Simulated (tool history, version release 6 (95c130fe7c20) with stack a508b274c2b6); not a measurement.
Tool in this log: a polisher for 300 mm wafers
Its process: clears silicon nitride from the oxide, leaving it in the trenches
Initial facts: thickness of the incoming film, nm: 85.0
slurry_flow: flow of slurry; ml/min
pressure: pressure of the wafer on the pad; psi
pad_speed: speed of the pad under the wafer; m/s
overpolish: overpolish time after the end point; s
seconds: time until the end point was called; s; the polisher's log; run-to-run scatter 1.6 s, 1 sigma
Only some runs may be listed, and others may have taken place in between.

run,hour,slurry_flow,pressure,pad_speed,overpolish,seconds
1,0,175,1.8,1.18,3,109.9
2,6.8,175,1.8,1.18,3,112.02
3,8.8,175,1.9,1.2,3,106.3
4,11.4,175,2,1.22,3,99.881
5,14.1,175,2,1.22,3,102.45
6,20.1,150,2,1.22,3,100.28
7,25.2,150,2.1,1.24,3,95.615
8,32.9,150,2.2,1.26,3,91.366
9,41.5,150,2.3,1.28,3,87.945

Run 10 is up next; what results do you expect?
10,45.3,150,2.3,1.3,3,?

seconds: 86.998 s
